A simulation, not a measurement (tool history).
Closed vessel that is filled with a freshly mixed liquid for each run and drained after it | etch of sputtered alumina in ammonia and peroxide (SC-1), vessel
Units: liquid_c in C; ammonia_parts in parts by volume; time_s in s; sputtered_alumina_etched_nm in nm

Run 1, hour 0: liquid_c 62 C, ammonia_parts 0.9 parts by volume, time_s 30 s. Result: sputtered_alumina_etched_nm 3.0036 nm.
Run 2, hour 2.1: liquid_c 60 C, ammonia_parts 0.9 parts by volume, time_s 30 s. Result: sputtered_alumina_etched_nm 2.7348 nm.
Run 3, hour 10.2: liquid_c 58.5 C, ammonia_parts 0.9 parts by volume, time_s 30 s. Result: sputtered_alumina_etched_nm 2.5478 nm.
Run 4, hour 14.4: liquid_c 58.5 C, ammonia_parts 0.6 parts by volume, time_s 30 s. Result: sputtered_alumina_etched_nm 2.4548 nm.
Run 5, hour 15.4: liquid_c 57.5 C, ammonia_parts 0.6 parts by volume, time_s 30 s. Result: sputtered_alumina_etched_nm 2.335 nm.
Run 6, hour 24.7: liquid_c 57.5 C, ammonia_parts 0.6 parts by volume, time_s 30 s. Result: sputtered_alumina_etched_nm 2.3343 nm.
Run 7, hour 33.2: liquid_c 57 C, ammonia_parts 0.6 parts by volume, time_s 30 s. Result: sputtered_alumina_etched_nm 2.2776 nm.
Run 8, hour 40.2: liquid_c 56.5 C, ammonia_parts 0.6 parts by volume, time_s 30 s. Result: sputtered_alumina_etched_nm 2.2025 nm.
Run 9, hour 45.1: liquid_c 56.5 C, ammonia_parts 0.6 parts by volume, time_s 30 s. Result: sputtered_alumina_etched_nm 2.207 nm.

Run 10 comes next. What will it give?
Run 10, hour 54: liquid_c 56 C, ammonia_parts 0.6 parts by volume, time_s 30 s. Result: sputtered_alumina_etched_nm ?.

sputtered_alumina_etched_nm: 2.1456 nm

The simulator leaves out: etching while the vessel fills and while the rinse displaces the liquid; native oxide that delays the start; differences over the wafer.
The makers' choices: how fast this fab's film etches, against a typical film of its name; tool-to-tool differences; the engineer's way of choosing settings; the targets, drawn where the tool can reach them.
